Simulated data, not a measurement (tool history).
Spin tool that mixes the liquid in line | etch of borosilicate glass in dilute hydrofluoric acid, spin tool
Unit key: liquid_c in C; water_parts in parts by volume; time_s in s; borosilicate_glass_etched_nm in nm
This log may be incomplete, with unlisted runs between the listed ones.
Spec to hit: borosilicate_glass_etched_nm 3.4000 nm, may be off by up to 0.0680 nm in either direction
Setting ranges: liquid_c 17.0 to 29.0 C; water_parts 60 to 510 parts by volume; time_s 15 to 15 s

| run | hour | liquid_c | water_parts | time_s | borosilicate_glass_etched_nm |
|---|---|---|---|---|---|
| 1 | 0.0 | 21.0 | 285 | 15 | 2.2349 |
| 2 | 1.8 | 21.0 | 285 | 15 | 2.2153 |
| 3 | 9.1 | 23.5 | 275 | 15 | 2.5314 |
| 4 | 11.6 | 23.5 | 235 | 15 | 3.0931 |
| 5 | 15.2 | 23.5 | 235 | 15 | 3.0915 |
| 6 | 16.5 | 23.5 | 140 | 15 | 5.7414 |
| 7 | 23.1 | 22.0 | 160 | 15 | 4.6153 |
|  | 24.1 | hydrofluoric acid flow meter replaced |
| 8 | 24.1 | 20.5 | 170 | 15 | 3.7072 |
| 9 | 30.7 | 20.0 | 170 | 15 | 3.6406 |

4 candidate next runs follow, results not yet known. Just one meets every target within its allowed miss. Identify it.
| A | 37.3 | 20.0 | 165 | 15 | ? |
| B | 37.3 | 18.5 | 170 | 15 | ? |
| C | 37.3 | 17.5 | 145 | 15 | ? |
| D | 37.3 | 19.5 | 155 | 15 | ? |

| move | borosilicate_glass_etched_nm |
|---|---|
| A | 3.7810 |
| B | 3.4405 |
| C | 3.9704 |
| D | 3.9865 |
A: lands further from the targets than the last run did
B: all results in spec
C: lands further from the targets than the last run did
D: lands further from the targets than the last run did
So the answer is move B, the one that meets all the targets.
